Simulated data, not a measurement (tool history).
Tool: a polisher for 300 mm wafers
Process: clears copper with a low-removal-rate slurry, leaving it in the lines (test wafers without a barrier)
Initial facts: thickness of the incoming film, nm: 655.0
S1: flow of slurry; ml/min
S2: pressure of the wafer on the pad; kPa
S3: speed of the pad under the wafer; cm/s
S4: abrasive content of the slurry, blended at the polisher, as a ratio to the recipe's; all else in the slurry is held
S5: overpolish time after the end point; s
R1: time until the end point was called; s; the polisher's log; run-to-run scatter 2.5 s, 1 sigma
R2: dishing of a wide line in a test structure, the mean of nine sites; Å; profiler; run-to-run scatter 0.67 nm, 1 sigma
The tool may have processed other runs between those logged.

run  hour   S1    S2   S3   S4  S5      R1      R2
  1   0.0  185  24.8  116  1.0  27  175.42  758.90
  2   1.5  185  25.5  116  1.0  24  165.80  712.17
  3   4.6  185  25.5   88  1.0  24  201.09  633.21
  4   9.2  185  25.5   66  1.0  24  231.86  554.24
  5  14.3  190  26.9   66  1.0  22  217.51  555.54
  6  15.4  190  26.9   94  1.0  22  182.59  649.51
  7  22.1  190  27.6   96  1.0  19  176.53  588.59
  8  26.9  190  28.3   96  1.0  18  173.78  563.94

Forecast run 9:
  9  30.1  200  31.7  96  1.0  12   ?   ?

For run 9 the tool returned R1 153.09 s, R2 437.28 Å.
